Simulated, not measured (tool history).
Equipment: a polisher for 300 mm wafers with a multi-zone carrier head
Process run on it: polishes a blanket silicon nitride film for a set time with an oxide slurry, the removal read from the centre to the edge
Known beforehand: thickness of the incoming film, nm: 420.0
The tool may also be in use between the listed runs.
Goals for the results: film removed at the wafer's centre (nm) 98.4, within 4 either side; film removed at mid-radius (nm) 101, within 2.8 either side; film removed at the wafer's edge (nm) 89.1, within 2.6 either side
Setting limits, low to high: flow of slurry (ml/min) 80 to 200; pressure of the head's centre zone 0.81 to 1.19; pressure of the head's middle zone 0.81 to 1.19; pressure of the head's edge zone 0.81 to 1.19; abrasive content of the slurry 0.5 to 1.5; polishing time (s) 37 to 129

run  hour  flow of slurry (ml/min)  pressure of the head's centre zone  pressure of the head's middle zone  pressure of the head's edge zone  abrasive content of the slurry  polishing time (s)  film removed at the wafer's centre (nm)  film removed at mid-radius (nm)  film removed at the wafer's edge (nm)
  1     0                      130                                   1                                   1                                 1                               1                  83                                   80.593                           78.073                                 79.904
  2   2.6                      140                                1.01                                1.03                              1.01                               1                  83                                   83.174                           82.973                                 82.701
  3   8.8                      150                                1.02                                1.05                                 1                               1                  83                                   84.612                           84.622                                 82.209
  4  15.4                      160                                1.04                                1.07                              1.01                               1                  83                                    88.47                           86.329                                 83.811
  5  20.7                      165                                1.05                                 1.1                              1.01                               1                  83                                   90.976                           88.043                                 84.005
  6  24.5                      165                                1.05                                 1.1                              1.01                            0.85                  83                                   86.109                           84.908                                 79.701
  7  33.4                      170                                1.05                                1.12                              1.01                             0.9                  83                                   87.484                           88.993                                 80.871
  8    42                      175                                1.06                                1.13                              1.02                            0.95                  83                                   89.435                           91.522                                 83.264
  9    48                      180                                1.07                                1.14                              1.03                            0.95                  83                                   89.184                           93.175                                 83.203
 10  49.7                      190                                1.14                                1.16                              1.08                            1.05                  83                                   101.38                            96.99                                 88.244

Which single option among these 5 for the next run brings every result within its allowed miss of target? Just one does.
  A  51.4                      185                                 1.1                                1.13                              0.94                            1.05                  95                                        ?                                ?                                      ?
  B  51.4                      200                                1.09                                1.18                              1.15                             1.2                  80                                        ?                                ?                                      ?
  C  51.4                      185                                1.14                                1.13                               1.1                             1.2                  85                                        ?                                ?                                      ?
  D  51.4                      195                                1.09                                1.18                              1.04                            1.45                  76                                        ?                                ?                                      ?
  E  51.4                      180                                1.08                                1.07                              1.17                            1.05                  86                                        ?                                ?                                      ?

move  film removed at the wafer's centre (nm)  film removed at mid-radius (nm)  film removed at the wafer's edge (nm)
   A                                   113.62                           108.66                                 94.858
   B                                   100.21                           100.19                                 92.727
   C                                   109.87                           101.31                                 95.526
   D                                   100.41                           100.46                                 88.445
   E                                   100.42                           93.436                                 95.452
A: carries the result that was furthest off beyond its target, to the other side
B: corrects the largest miss of the last run, while another result sits out of spec
C: corrects the largest miss of the last run, while another result sits out of spec
D: each result inside its tolerance
E: lands further from the targets than the last run did
D is the move that brings every result within its allowed miss.
